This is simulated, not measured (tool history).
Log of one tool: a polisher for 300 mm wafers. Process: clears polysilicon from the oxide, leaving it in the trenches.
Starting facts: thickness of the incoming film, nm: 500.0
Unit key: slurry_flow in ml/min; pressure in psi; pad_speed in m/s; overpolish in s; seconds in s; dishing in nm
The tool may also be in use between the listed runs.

| run | hour | slurry_flow | pressure | pad_speed | overpolish | seconds | dishing |
|---|---|---|---|---|---|---|---|
| 1 | 0 | 265 | 2.6 | 0.84 | 14 | 51.416 | 29.411 |
| 2 | 7.1 | 265 | 2.6 | 0.74 | 14 | 58.451 | 29.581 |
| 3 | 14.6 | 265 | 2 | 0.74 | 14 | 74.228 | 28.723 |
| 4 | 22.7 | 220 | 2 | 0.74 | 14 | 77.271 | 28.322 |
| 5 | 28.1 | 220 | 2 | 0.74 | 12 | 75.835 | 27.489 |
| 6 | 30.4 | 220 | 2.5 | 0.74 | 12 | 62.683 | 28.777 |

Forecast run 7:
| 7 | 36.7 | 220 | 2.3 | 0.74 | 13 | ? | ? |

Run 7 gave seconds 68.064 s, dishing 27.797 nm.

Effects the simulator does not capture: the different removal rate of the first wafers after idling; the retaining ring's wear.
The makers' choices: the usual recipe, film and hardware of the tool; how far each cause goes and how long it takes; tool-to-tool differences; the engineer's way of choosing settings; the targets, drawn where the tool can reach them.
